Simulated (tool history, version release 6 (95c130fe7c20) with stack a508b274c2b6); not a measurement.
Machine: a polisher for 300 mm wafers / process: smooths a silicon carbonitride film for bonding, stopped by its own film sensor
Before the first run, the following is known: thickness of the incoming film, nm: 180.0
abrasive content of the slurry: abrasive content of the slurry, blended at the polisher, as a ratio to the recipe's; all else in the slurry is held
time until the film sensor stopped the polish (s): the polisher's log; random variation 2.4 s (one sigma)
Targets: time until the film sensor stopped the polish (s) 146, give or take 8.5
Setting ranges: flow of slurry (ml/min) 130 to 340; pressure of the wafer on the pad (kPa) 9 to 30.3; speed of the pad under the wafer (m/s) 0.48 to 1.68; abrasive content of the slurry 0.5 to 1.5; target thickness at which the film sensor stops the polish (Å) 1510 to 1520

| run | day | flow of slurry (ml/min) | pressure of the wafer on the pad (kPa) | speed of the pad under the wafer (m/s) | abrasive content of the slurry | target thickness at which the film sensor stops the polish (Å) | time until the film sensor stopped the polish (s) |
|---|---|---|---|---|---|---|---|
| 1 | 0 | 220 | 19.3 | 1.08 | 1 | 1520 | 75.255 |
| 2 | 0.05 | 165 | 19.3 | 1.08 | 1 | 1520 | 79.04 |
| 3 | 0.296 | 165 | 23.4 | 1.08 | 1 | 1520 | 64.083 |
| 4 | 0.388 | 165 | 23.4 | 1.08 | 1 | 1510 | 65.896 |
|  | 0.454 | worn pad replaced by a new one |
| 5 | 0.454 | 165 | 22.1 | 1.06 | 1 | 1510 | 64.726 |
| 6 | 0.712 | 165 | 22.1 | 1.06 | 1.05 | 1510 | 63.005 |
| 7 | 0.958 | 165 | 20.7 | 1.02 | 1.05 | 1510 | 68.396 |
| 8 | 1.033 | 165 | 19.3 | 1 | 1 | 1510 | 75.264 |

Which one of the following 5 next-run settings gets every result inside its allowed miss? There is exactly one.
| A | 1.108 | 160 | 14.5 | 0.78 | 0.75 | 1510 | ? |
| B | 1.108 | 190 | 14.5 | 1.02 | 0.85 | 1510 | ? |
| C | 1.108 | 180 | 11.7 | 0.9 | 0.75 | 1510 | ? |
| D | 1.108 | 175 | 19.3 | 1.08 | 1.5 | 1520 | ? |
| E | 1.108 | 210 | 23.4 | 1.5 | 1.15 | 1520 | ? |

| move | time until the film sensor stopped the polish (s) |
|---|---|
| A | 127.69 |
| B | 103.27 |
| C | 143.31 |
| D | 59.666 |
| E | 43.943 |
A: better than the last run, though not everything is in spec
B: better than the last run, though not everything is in spec
C: all results land within tolerance of their targets
D: further off than the last run
E: further off than the last run
Go with C: it meets all targets.
